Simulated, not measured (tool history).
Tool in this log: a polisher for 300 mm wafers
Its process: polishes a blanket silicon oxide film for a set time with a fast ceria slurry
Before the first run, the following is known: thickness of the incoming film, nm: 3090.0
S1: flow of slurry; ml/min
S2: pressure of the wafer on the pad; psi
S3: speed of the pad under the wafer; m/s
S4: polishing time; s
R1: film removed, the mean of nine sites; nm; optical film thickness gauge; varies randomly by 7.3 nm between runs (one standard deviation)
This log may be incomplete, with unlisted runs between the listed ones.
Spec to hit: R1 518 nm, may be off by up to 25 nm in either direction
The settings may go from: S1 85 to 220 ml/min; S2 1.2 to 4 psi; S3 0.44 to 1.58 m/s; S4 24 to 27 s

run	hour	S1	S2	S3	S4	R1
1	0	140	2.6	1	27	343.66
2	5.5	140	2.8	1	27	376.89
3	13.3	140	2.8	1	24	339.84
4	19.9	140	3	1	24	352.23
5	21.9	140	3	1.08	24	393.07
6	25.5	140	3.1	1.08	24	394.31
7	28.7	140	3.1	1.08	24	396.89
8	32.5	140	3.3	1.08	24	431.31
9	37	140	3.4	1.08	24	442.03
10	39.5	140	3.5	1.08	24	446.6
11	46.1	140	3.6	1.08	24	458.21
12	49.6	140	3.7	1.08	24	476.7
13	54.6	145	3.8	1.08	24	496.73

Pick the move, out of 5, that brings all results within their allowed miss; only one does.
A	59.6	140	3.9	1.04	24	?
B	59.6	135	3.7	1.1	24	?
C	59.6	155	3.8	0.96	25	?
D	59.6	145	4	0.88	26	?
E	59.6	140	3.7	1.06	27	?

move	R1
A	483.44
B	481.95
C	461.63
D	459.27
E	526.18
A: further off than the last run
B: further off than the last run
C: further off than the last run
D: further off than the last run
E: in spec on every target
Correct choice: E, which meets every target

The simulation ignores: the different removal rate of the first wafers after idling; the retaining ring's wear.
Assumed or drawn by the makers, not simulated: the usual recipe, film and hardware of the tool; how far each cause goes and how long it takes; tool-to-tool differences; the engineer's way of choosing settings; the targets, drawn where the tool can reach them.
